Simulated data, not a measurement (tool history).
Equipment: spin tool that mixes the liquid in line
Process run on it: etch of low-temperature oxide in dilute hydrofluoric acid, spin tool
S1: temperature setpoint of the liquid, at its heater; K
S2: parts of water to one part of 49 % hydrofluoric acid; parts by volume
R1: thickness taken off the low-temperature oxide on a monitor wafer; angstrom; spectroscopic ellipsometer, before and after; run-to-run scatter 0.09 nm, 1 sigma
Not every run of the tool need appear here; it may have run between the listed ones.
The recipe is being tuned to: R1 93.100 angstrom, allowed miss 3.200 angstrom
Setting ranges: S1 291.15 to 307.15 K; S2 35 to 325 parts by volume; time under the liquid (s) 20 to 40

{"run": 1, "hour": 0.0, "S1": 299.15, "S2": 180, "time under the liquid (s)": 40, "R1": 44.803}
{"run": 2, "hour": 3.5, "S1": 300.15, "S2": 170, "time under the liquid (s)": 40, "R1": 49.943}
{"run": 3, "hour": 6.4, "S1": 301.15, "S2": 160, "time under the liquid (s)": 40, "R1": 54.622}
{"run": 4, "hour": 10.0, "S1": 302.15, "S2": 150, "time under the liquid (s)": 40, "R1": 62.483}
{"hour": 10.7, "done": "hydrofluoric acid flow meter replaced"}
{"run": 5, "hour": 10.7, "S1": 303.15, "S2": 145, "time under the liquid (s)": 40, "R1": 77.353}
{"run": 6, "hour": 14.1, "S1": 303.15, "S2": 165, "time under the liquid (s)": 40, "R1": 66.456}
{"run": 7, "hour": 16.5, "S1": 303.65, "S2": 165, "time under the liquid (s)": 40, "R1": 67.235}
{"run": 8, "hour": 20.9, "S1": 304.15, "S2": 165, "time under the liquid (s)": 40, "R1": 67.997}
{"run": 9, "hour": 24.2, "S1": 304.65, "S2": 160, "time under the liquid (s)": 40, "R1": 71.333}
{"run": 10, "hour": 30.0, "S1": 305.15, "S2": 155, "time under the liquid (s)": 40, "R1": 74.917}
{"run": 11, "hour": 36.5, "S1": 305.65, "S2": 150, "time under the liquid (s)": 40, "R1": 79.889}
{"run": 12, "hour": 41.4, "S1": 306.65, "S2": 145, "time under the liquid (s)": 40, "R1": 87.615}

Exercise: of the 5 proposed moves below, exactly one satisfies all targets within the stated allowed misses. Which move is it?
{"run": "A", "hour": 46.3, "S1": 306.65, "S2": 155, "time under the liquid (s)": 40, "R1": "?"}
{"run": "B", "hour": 46.3, "S1": 307.15, "S2": 150, "time under the liquid (s)": 40, "R1": "?"}
{"run": "C", "hour": 46.3, "S1": 305.15, "S2": 140, "time under the liquid (s)": 40, "R1": "?"}
{"run": "D", "hour": 46.3, "S1": 305.65, "S2": 145, "time under the liquid (s)": 40, "R1": "?"}
{"run": "E", "hour": 46.3, "S1": 307.15, "S2": 140, "time under the liquid (s)": 40, "R1": "?"}

move=A R1=81.155
move=B R1=85.925
move=C R1=87.059
move=D R1=84.962
move=E R1=93.399
A: misses by more than the last run did
B: misses by more than the last run did
C: misses by more than the last run did
D: misses by more than the last run did
E: all results in spec
So the answer is move E, the one that meets all the targets.

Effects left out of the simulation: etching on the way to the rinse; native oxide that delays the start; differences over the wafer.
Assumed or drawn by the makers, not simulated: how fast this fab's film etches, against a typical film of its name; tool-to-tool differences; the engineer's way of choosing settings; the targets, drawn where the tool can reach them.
